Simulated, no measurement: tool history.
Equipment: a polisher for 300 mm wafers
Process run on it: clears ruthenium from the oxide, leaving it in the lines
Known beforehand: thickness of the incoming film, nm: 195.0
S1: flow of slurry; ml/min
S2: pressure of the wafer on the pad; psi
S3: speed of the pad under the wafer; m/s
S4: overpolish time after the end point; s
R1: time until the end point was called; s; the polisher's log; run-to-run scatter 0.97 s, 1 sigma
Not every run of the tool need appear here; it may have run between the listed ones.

run,day,S1,S2,S3,S4,R1
1,0,285,2.1,1.14,8,121.64
2,0.342,285,2.1,1.24,8,110.32
3,0.658,285,2.1,1.24,8,112.22
4,1.017,355,2.1,1.24,8,107.84
5,1.346,355,2.2,1.24,8,106.84
6,1.538,355,2.3,1.26,8,99.041
7,1.717,355,2.4,1.26,8,93.958
8,2.083,355,2.5,1.26,8,90.628
9,2.458,355,2.6,1.26,8,87.381
10,2.7,355,2.7,1.26,8,83.871

For run 11, what comes out?
11,3.062,355,2.9,1.28,8,?

Logged for run 11: R1 77.67 s.
